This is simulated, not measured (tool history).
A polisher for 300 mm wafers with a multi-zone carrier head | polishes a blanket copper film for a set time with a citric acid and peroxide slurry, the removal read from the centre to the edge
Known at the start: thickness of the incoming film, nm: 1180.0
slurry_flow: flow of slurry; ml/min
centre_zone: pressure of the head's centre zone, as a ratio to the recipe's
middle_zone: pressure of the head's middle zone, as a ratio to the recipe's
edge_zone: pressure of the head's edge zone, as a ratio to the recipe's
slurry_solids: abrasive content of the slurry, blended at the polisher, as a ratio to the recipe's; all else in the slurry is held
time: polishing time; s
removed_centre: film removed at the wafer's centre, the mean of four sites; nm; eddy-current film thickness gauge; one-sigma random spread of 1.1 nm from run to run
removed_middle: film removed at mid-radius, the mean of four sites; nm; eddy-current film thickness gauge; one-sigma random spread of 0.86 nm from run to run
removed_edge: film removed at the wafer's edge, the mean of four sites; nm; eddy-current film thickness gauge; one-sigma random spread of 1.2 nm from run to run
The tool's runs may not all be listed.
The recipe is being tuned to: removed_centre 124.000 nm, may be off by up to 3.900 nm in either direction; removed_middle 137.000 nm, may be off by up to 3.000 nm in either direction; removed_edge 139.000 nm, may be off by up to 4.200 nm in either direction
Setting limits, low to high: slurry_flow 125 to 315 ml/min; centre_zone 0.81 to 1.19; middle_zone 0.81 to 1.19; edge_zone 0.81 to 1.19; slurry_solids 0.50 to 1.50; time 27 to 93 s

run,hour,slurry_flow,centre_zone,middle_zone,edge_zone,slurry_solids,time,removed_centre,removed_middle,removed_edge
1,0.0,205,1.00,1.00,1.00,1.00,59,90.067,85.414,88.240
2,8.3,210,0.99,1.02,1.03,1.10,61,93.409,93.442,95.614
3,9.6,210,0.99,1.09,1.03,1.10,61,93.512,97.710,93.747
4,12.9,215,0.99,1.09,1.05,1.15,63,97.675,102.830,100.450
5,18.2,215,1.06,1.09,1.05,1.15,63,105.200,102.520,99.925
6,22.4,220,1.05,1.09,1.07,1.20,64,107.490,105.790,104.840
7,27.2,230,1.04,1.10,1.09,1.25,65,110.430,110.040,109.470
8,32.5,235,1.03,1.11,1.10,1.30,66,112.590,114.850,112.410
9,36.4,235,1.02,1.11,1.11,1.35,67,116.800,118.280,116.300
10,40.4,240,1.00,1.11,1.12,1.35,68,113.980,120.400,116.650
11,46.4,235,0.99,1.10,1.13,1.35,69,116.020,119.940,120.290
12,48.4,235,0.98,1.10,1.14,1.35,70,114.870,121.060,122.830
13,51.3,235,0.98,1.10,1.15,1.35,71,117.120,122.550,125.330
14,52.9,235,0.97,1.10,1.16,1.35,72,119.540,125.220,126.410
15,57.6,240,0.96,1.10,1.16,1.35,72,115.680,124.580,126.450
16,62.2,245,0.95,1.11,1.18,1.45,74,121.270,133.310,135.140

5 candidate next runs follow, results not yet known. Just one meets every target within its allowed miss. Identify it.
A,66.8,225,0.97,1.10,1.16,1.45,72,?,?,?
B,66.8,225,1.02,1.15,1.15,1.50,71,?,?,?
C,66.8,270,0.94,1.05,1.19,1.25,78,?,?,?
D,66.8,315,0.94,1.10,1.19,1.50,70,?,?,?
E,66.8,215,0.95,1.09,1.16,1.35,80,?,?,?

move,removed_centre,removed_middle,removed_edge
A,119.980,127.170,128.900
B,125.740,131.330,127.780
C,123.630,129.950,137.720
D,119.170,129.860,131.900
E,126.920,136.470,139.600
A: moves away from the targets compared with the last run
B: moves away from the targets compared with the last run
C: moves away from the targets compared with the last run
D: moves away from the targets compared with the last run
E: every result lands within tolerance
The right move is E.

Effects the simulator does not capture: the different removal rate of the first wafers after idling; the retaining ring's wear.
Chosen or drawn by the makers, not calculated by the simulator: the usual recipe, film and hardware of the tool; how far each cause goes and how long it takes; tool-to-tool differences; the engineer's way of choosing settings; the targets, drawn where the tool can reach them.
